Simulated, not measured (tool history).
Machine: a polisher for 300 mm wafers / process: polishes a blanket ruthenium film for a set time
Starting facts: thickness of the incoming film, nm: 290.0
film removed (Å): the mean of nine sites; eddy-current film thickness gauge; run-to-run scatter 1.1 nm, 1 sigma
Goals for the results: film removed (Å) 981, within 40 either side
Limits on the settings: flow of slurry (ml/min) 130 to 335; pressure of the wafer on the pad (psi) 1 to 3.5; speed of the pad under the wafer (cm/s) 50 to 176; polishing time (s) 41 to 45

| run | hour | flow of slurry (ml/min) | pressure of the wafer on the pad (psi) | speed of the pad under the wafer (cm/s) | polishing time (s) | film removed (Å) |
|---|---|---|---|---|---|---|
| 1 | 0 | 215 | 2.2 | 112 | 45 | 615.59 |
| 2 | 4.3 | 215 | 2.6 | 112 | 45 | 731.39 |
| 3 | 12.2 | 215 | 2.7 | 112 | 45 | 751.77 |
| 4 | 14.6 | 215 | 2.7 | 112 | 45 | 754.62 |
| 5 | 16.7 | 215 | 2.8 | 112 | 45 | 771.98 |
| 6 | 25.2 | 215 | 2.8 | 138 | 45 | 899.11 |
| 7 | 27 | 215 | 2.9 | 138 | 45 | 927.44 |
| 8 | 31.7 | 215 | 2.9 | 138 | 45 | 927.59 |
|  | 33.9 | head pressure recalibrated |
| 9 | 33.9 | 215 | 3 | 138 | 45 | 1057 |

5 candidate next runs follow, results not yet known. Just one meets every target within its allowed miss. Identify it.
| A | 36.1 | 235 | 3 | 150 | 45 | ? |
| B | 36.1 | 175 | 3 | 162 | 45 | ? |
| C | 36.1 | 180 | 3 | 136 | 43 | ? |
| D | 36.1 | 215 | 3 | 114 | 43 | ? |
| E | 36.1 | 215 | 3.3 | 128 | 44 | ? |

| move | film removed (Å) |
|---|---|
| A | 1107.4 |
| B | 1133 |
| C | 966.57 |
| D | 881.2 |
| E | 1063.3 |
A: misses by more than the last run did
B: misses by more than the last run did
C: all results land within tolerance of their targets
D: moves the result that the last run missed by most past its target, out the other side
E: misses by more than the last run did
The move that meets every target is C.
